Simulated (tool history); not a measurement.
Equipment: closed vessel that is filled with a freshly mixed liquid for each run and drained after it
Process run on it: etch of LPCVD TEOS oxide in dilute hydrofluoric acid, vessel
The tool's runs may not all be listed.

| run | hour | temperature setpoint of the liquid (°C) | parts of water to one part of 49 % hydrofluoric acid (parts by volume) | time in the liquid (s) | thickness taken off the LPCVD TEOS oxide on a monitor wafer (angstrom) |
|---|---|---|---|---|---|
| 1 | 0.0 | 22.0 | 260 | 215 | 348.90 |
| 2 | 8.1 | 20.5 | 280 | 215 | 302.41 |
| 3 | 17.4 | 20.5 | 280 | 235 | 325.89 |
| 4 | 19.2 | 20.5 | 280 | 235 | 333.06 |
| 5 | 20.6 | 20.5 | 350 | 235 | 249.14 |
| 6 | 23.3 | 20.5 | 260 | 235 | 360.45 |
| 7 | 27.6 | 19.5 | 285 | 235 | 314.22 |
| 8 | 36.8 | 18.5 | 305 | 235 | 271.17 |
| 9 | 45.3 | 18.0 | 315 | 235 | 259.57 |
| 10 | 54.5 | 17.5 | 325 | 235 | 244.52 |
| 11 | 60.9 | 17.5 | 330 | 235 | 240.75 |

The next listed run, before its measurement:
| 12 | 65.0 | 17.5 | 330 | 235 | ? |

thickness taken off the LPCVD TEOS oxide on a monitor wafer (angstrom): 239.16
